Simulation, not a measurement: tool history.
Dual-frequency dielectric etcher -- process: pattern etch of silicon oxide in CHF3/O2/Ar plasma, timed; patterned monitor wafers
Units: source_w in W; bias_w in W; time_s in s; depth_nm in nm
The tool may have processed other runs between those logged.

run	hour	source_w	bias_w	time_s	depth_nm
1	0	740	202	772.5	1662
2	3.2	740	202	772.5	1661.1
3	11.5	790	210	775	1728.7
4	17.5	790	210	808	1806.4
5	26.1	790	193	808	1742.3
6	33.2	830	202	808	1799.7
7	34.6	860	210	808	1858.4
8	35.6	890	214	808	1890.4

Run 9 comes next. What will it give?
9	37.2	910	217	808	?

depth_nm: 1914.7 nm
